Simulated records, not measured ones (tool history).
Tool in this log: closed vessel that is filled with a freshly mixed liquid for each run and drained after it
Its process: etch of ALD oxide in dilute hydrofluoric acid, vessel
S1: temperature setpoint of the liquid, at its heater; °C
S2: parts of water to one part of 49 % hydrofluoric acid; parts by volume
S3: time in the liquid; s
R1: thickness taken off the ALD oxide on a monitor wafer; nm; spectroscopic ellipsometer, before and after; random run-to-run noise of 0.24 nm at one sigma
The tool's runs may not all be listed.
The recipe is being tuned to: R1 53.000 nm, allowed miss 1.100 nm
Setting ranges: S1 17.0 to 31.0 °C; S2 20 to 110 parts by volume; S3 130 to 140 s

run  hour    S1  S2   S3      R1
  1   0.0  23.0  60  130  32.546
  2   8.6  20.5  60  130  29.070
  3  11.0  20.5  60  130  29.316
  4  12.0  21.5  60  130  30.385
  5  18.6  21.5  50  130  36.689
  6  25.7  18.0  50  130  31.924
  7  29.6  19.5  50  130  33.994
  8  31.5  20.5  50  130  35.610
  9  37.1  21.5  50  130  36.791
 10  40.6  22.5  50  130  38.470
 11  49.7  23.5  50  130  39.936
 12  55.3  27.5  50  130  47.286
 13  62.9  28.0  50  130  48.234
 14  68.6  29.5  50  130  50.871

Which single option among these 4 for the next run brings every result within its allowed miss of target? Just one does.
  A  74.3  31.0  55  130   ?
  B  74.3  29.5  50  135   ?
  C  74.3  29.0  50  130   ?
  D  74.3  30.5  55  135   ?

move      R1
   A  49.162
   B  53.372
   C  50.391
   D  50.072
A: moves away from the targets compared with the last run
B: every result within its allowed miss
C: moves away from the targets compared with the last run
D: moves away from the targets compared with the last run
So the answer is move B, the one that meets all the targets.
